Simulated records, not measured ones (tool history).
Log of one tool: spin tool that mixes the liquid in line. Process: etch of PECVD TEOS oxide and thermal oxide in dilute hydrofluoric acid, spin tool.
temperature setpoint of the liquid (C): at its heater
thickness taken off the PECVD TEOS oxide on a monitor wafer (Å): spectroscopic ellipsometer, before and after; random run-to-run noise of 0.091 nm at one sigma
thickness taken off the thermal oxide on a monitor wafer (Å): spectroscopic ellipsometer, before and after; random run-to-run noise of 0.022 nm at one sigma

run	hour	temperature setpoint of the liquid (C)	parts of water to one part of 49 % hydrofluoric acid (parts by volume)	time under the liquid (s)	thickness taken off the PECVD TEOS oxide on a monitor wafer (Å)	thickness taken off the thermal oxide on a monitor wafer (Å)
1	0.0	26	70	100	209.25	60.304
2	7.2	24	70	100	195.94	56.276
3	10.7	22	70	100	178.83	51.138
4	18.0	22	70	60	108.15	30.732
# hour 21.0: thermometer replaced
5	21.0	22	70	95	180.23	51.792
6	27.3	22	95	95	129.28	36.663

Estimate the outcome of run 7 from the log above:
7	27.9	23	95	95	?	?

Run 7 measured thickness taken off the PECVD TEOS oxide on a monitor wafer (Å) 134.13, thickness taken off the thermal oxide on a monitor wafer (Å) 38.333.
